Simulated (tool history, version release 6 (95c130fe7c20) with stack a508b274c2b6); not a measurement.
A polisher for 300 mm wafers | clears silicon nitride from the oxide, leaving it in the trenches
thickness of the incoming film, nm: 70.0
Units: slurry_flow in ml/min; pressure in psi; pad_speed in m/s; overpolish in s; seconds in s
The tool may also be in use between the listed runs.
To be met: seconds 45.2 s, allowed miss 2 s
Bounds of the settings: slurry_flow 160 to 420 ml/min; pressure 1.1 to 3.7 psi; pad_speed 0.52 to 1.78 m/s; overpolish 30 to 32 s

run  hour  slurry_flow  pressure  pad_speed  overpolish  seconds
  1     0          270       2.4       1.14          30   78.126
  2   3.6          270       2.4       1.14          30   79.075
  3  11.8          270       2.4       1.14          30   78.417
  4  15.8          270       2.8       1.14          30   66.083
  5  21.5          270         3       1.14          30   62.372
  6  26.7          270       3.2       1.16          30   56.872
  7  33.8          270       3.3       1.18          30   55.449
  8  36.2          270       3.4        1.2          30   52.948
  9  39.2          270       3.4        1.2          30   53.223
 10  44.5          270       3.5       1.22          30   50.863
 11  49.1          270       3.6       1.24          30   47.842

Which of these 4 next moves meets every target?
  A  53.7          390         3       1.32          32        ?
  B  53.7          325       3.6       1.32          30        ?
  C  53.7          305       3.5       1.24          30        ?
  D  53.7          370       3.7        1.1          30        ?

move  seconds
   A   53.429
   B   45.356
   C   49.836
   D   52.156
A: further off than the last run
B: meets every target
C: further off than the last run
D: further off than the last run
Answer: B
